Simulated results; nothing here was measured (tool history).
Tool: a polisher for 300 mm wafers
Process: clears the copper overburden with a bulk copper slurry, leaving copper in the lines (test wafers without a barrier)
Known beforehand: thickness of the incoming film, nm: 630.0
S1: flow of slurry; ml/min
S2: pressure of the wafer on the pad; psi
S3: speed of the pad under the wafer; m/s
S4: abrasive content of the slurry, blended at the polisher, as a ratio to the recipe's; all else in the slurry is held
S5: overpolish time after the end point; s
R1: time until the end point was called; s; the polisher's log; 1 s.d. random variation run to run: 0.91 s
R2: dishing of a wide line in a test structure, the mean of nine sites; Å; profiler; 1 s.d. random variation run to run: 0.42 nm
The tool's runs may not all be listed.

run  hour   S1   S2    S3   S4  S5      R1      R2
  1   0.0  210  3.4  0.90  1.0   9  57.775  578.00
  2   7.3  165  3.4  0.90  1.0   9  58.711  558.29
  3  13.9  165  3.4  0.90  1.1   9  57.973  553.67
  4  20.0  170  3.4  0.90  1.1   8  57.212  523.42
  5  22.5  170  3.4  0.90  1.1   7  56.049  455.46
  6  25.6  170  3.4  1.04  1.1   7  49.693  505.61

Run 7 comes next. What will it give?
  7  32.7  170  3.3  1.04  1.1   7   ?   ?

R1: 49.910 s
R2: 503.05 Å

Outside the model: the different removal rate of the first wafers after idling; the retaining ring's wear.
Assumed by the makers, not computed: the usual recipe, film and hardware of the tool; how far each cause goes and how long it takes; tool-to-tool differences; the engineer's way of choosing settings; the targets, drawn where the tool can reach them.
